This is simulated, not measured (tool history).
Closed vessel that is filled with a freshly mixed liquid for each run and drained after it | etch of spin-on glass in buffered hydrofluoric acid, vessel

run,day,temperature setpoint of the liquid (°C),parts of 40 % ammonium fluoride to one part of 49 % hydrofluoric acid (parts by volume),time in the liquid (s),thickness taken off the spin-on glass on a monitor wafer (nm)
1,0.000,23.0,10.5,85,208.39
2,0.142,23.0,8.5,85,247.24
3,0.308,23.0,8.5,95,275.66
4,0.650,26.0,8.5,95,324.95
5,0.758,24.0,9.0,95,277.39
6,1.104,22.5,9.5,95,244.63
7,1.362,21.5,9.5,95,231.64
8,1.446,20.5,9.5,95,218.36

Run 9 comes next. What will it give?
9,1.683,19.5,9.5,95,?

Run 9 gave thickness taken off the spin-on glass on a monitor wafer (nm) 208.71.

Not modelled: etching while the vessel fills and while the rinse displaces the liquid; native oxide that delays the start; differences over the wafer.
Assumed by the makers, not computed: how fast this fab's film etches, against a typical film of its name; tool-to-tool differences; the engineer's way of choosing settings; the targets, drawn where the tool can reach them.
